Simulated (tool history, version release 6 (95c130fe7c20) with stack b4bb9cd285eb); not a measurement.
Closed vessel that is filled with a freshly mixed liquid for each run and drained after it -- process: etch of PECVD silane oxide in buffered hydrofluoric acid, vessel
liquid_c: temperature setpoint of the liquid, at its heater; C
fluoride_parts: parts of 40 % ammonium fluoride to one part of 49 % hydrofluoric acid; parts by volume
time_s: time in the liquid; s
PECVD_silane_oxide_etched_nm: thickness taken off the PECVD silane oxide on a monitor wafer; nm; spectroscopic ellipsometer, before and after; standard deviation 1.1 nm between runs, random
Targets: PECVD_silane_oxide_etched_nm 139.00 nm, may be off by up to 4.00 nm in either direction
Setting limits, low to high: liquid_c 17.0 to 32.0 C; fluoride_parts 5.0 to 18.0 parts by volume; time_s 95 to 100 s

run	hour	liquid_c	fluoride_parts	time_s	PECVD_silane_oxide_etched_nm
1	0.0	24.0	11.0	95	211.47
2	1.2	22.0	11.0	95	193.28
3	10.0	22.0	11.0	100	202.17
4	12.5	25.0	11.0	100	236.76
5	14.2	25.0	9.5	100	270.62
6	15.6	25.0	8.0	100	317.68
7	16.7	22.5	9.5	100	239.07
8	24.7	21.0	10.5	100	202.11
9	29.4	20.0	11.0	100	184.22
10	37.9	19.0	11.5	100	162.99
11	39.5	18.5	11.5	100	158.16
12	42.9	18.0	11.5	100	153.55
13	43.7	17.5	11.5	100	152.74

Exercise: of the 5 proposed moves below, exactly one satisfies all targets within the stated allowed misses. Which move is it?
A	44.5	19.0	10.5	95	?
B	44.5	17.0	12.5	95	?
C	44.5	17.5	12.5	100	?
D	44.5	18.5	13.5	95	?
E	44.5	17.0	13.5	100	?

move	PECVD_silane_oxide_etched_nm
A	168.02
B	126.49
C	137.00
D	127.74
E	123.47
A: misses by more than the last run did
B: moves the result that the last run missed by most past its target, out the other side
C: all results in spec
D: moves the result that the last run missed by most past its target, out the other side
E: moves the result that the last run missed by most past its target, out the other side
C is the move that brings every result within its allowed miss.
